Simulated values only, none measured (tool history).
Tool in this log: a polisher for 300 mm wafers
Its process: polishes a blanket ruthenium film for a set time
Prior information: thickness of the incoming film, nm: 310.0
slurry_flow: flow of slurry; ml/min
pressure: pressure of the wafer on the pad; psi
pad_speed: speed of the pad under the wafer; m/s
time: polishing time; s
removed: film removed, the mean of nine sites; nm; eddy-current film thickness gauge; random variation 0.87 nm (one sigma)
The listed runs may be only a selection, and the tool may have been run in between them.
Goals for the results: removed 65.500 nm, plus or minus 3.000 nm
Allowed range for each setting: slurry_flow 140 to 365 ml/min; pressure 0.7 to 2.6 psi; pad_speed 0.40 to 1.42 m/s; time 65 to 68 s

run    day  slurry_flow  pressure  pad_speed  time  removed
  1  0.000          235       1.6       0.90    65   54.704
  2  0.362          235       1.2       0.90    65   39.034
  3  0.400          235       1.4       0.90    65   47.089
  4  0.650          235       1.0       0.90    65   34.257
  5  0.771          235       0.7       0.90    65   24.100
  6  0.992          290       0.7       0.90    65   24.562
  7  1.146          290       1.0       0.90    65   34.444
  8  1.342          295       1.2       0.90    65   41.258
  9  1.567          295       1.3       0.90    65   44.621

Exactly one of the 5 candidate moves below puts every result within its allowed miss. Which one?
  A  1.792          300       1.9       0.96    67        ?
  B  1.792          245       1.9       1.02    68        ?
  C  1.792          250       1.7       1.00    68        ?
  D  1.792          280       0.8       0.80    65        ?
  E  1.792          345       1.8       1.04    68        ?

move  removed
   A   69.865
   B   73.653
   C   64.985
   D   24.587
   E   73.598
A: moves the result that the last run missed by most past its target, out the other side
B: moves the result that the last run missed by most past its target, out the other side
C: all results in spec
D: lands further from the targets than the last run did
E: moves the result that the last run missed by most past its target, out the other side
Go with C: it meets all targets.

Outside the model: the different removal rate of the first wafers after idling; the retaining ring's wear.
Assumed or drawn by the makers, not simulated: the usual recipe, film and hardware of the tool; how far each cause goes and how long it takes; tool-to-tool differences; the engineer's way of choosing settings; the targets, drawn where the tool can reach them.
